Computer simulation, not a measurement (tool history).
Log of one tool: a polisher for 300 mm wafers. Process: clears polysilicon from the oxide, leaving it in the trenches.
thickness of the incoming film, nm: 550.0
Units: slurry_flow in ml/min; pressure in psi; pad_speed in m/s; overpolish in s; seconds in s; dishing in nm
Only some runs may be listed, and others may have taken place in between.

Run 1, hour 0.0: slurry_flow 145 ml/min, pressure 2.9 psi, pad_speed 1.14 m/s, overpolish 16 s. Result: seconds 28.292 s, dishing 69.656 nm.
Run 2, hour 4.4: slurry_flow 145 ml/min, pressure 2.7 psi, pad_speed 1.10 m/s, overpolish 15 s. Result: seconds 31.280 s, dishing 72.843 nm.
Run 3, hour 12.5: slurry_flow 145 ml/min, pressure 2.7 psi, pad_speed 1.10 m/s, overpolish 18 s. Result: seconds 31.536 s, dishing 72.004 nm.
Run 4, hour 18.9: slurry_flow 145 ml/min, pressure 2.1 psi, pad_speed 1.10 m/s, overpolish 18 s. Result: seconds 40.176 s, dishing 71.908 nm.
Run 5, hour 25.9: slurry_flow 140 ml/min, pressure 2.0 psi, pad_speed 1.06 m/s, overpolish 17 s. Result: seconds 44.275 s, dishing 72.358 nm.
Run 6, hour 31.8: slurry_flow 115 ml/min, pressure 2.0 psi, pad_speed 1.06 m/s, overpolish 17 s. Result: seconds 44.038 s, dishing 70.644 nm.
Run 7, hour 39.5: slurry_flow 110 ml/min, pressure 2.0 psi, pad_speed 1.00 m/s, overpolish 16 s. Result: seconds 46.298 s, dishing 64.842 nm.
Run 8, hour 43.9: slurry_flow 105 ml/min, pressure 1.9 psi, pad_speed 0.98 m/s, overpolish 15 s. Result: seconds 49.591 s, dishing 66.697 nm.
Run 9, hour 50.8: slurry_flow 105 ml/min, pressure 1.9 psi, pad_speed 0.92 m/s, overpolish 14 s. Result: seconds 52.302 s, dishing 62.123 nm.
Run 10, hour 57.6: slurry_flow 105 ml/min, pressure 1.9 psi, pad_speed 0.90 m/s, overpolish 13 s. Result: seconds 55.177 s, dishing 60.248 nm.

For run 11, what comes out?
Run 11, hour 66.5: slurry_flow 100 ml/min, pressure 1.7 psi, pad_speed 0.86 m/s, overpolish 11 s. Result: seconds ?, dishing ?.

Run 11 produced seconds 64.646 s, dishing 52.241 nm.
